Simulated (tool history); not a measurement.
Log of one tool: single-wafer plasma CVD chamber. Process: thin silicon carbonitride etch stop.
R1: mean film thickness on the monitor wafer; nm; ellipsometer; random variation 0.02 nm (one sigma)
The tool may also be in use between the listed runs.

Run 1, hour 0.0: RF power (kW) 0.260, deposition time (s) 13.1. Result: R1 8.4981 nm.
Run 2, hour 3.9: RF power (kW) 0.285, deposition time (s) 13.1. Result: R1 8.7165 nm.
Run 3, hour 5.5: RF power (kW) 0.270, deposition time (s) 12.6. Result: R1 8.2220 nm.
Run 4, hour 10.2: RF power (kW) 0.240, deposition time (s) 12.6. Result: R1 7.9840 nm.
Run 5, hour 12.3: RF power (kW) 0.205, deposition time (s) 12.6. Result: R1 7.6598 nm.
Run 6, hour 16.9: RF power (kW) 0.205, deposition time (s) 14.0. Result: R1 8.4877 nm.
Run 7, hour 25.7: RF power (kW) 0.200, deposition time (s) 13.4. Result: R1 8.0479 nm.
Run 8, hour 34.0: RF power (kW) 0.195, deposition time (s) 13.0. Result: R1 7.7994 nm.

The next listed run, before its measurement:
Run 9, hour 38.9: RF power (kW) 0.195, deposition time (s) 13.0. Result: R1 ?.

Run 9 gave R1 7.7328 nm.

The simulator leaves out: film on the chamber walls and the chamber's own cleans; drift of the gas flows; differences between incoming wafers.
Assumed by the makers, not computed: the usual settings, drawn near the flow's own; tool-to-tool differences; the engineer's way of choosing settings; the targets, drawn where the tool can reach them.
